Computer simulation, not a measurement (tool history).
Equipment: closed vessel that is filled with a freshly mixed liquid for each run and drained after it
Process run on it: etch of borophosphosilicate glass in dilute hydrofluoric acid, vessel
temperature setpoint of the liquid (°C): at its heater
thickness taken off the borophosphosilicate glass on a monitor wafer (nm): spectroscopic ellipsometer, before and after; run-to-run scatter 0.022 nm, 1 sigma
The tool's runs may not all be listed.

run,day,temperature setpoint of the liquid (°C),parts of water to one part of 49 % hydrofluoric acid (parts by volume),time in the liquid (s),thickness taken off the borophosphosilicate glass on a monitor wafer (nm)
1,0,22,195,30,5.005
2,0.2,22,245,30,3.7845
3,0.292,22,245,30,3.7756
4,0.367,22,290,30,3.0525
5,0.754,19,290,30,2.724
6,0.829,22.5,290,30,3.1254
7,1.204,22,290,30,3.0248

Forecast run 8:
8,1.454,21.5,290,30,?

{"run 8": {"thickness taken off the borophosphosilicate glass on a monitor wafer (nm)": 3.0028}}

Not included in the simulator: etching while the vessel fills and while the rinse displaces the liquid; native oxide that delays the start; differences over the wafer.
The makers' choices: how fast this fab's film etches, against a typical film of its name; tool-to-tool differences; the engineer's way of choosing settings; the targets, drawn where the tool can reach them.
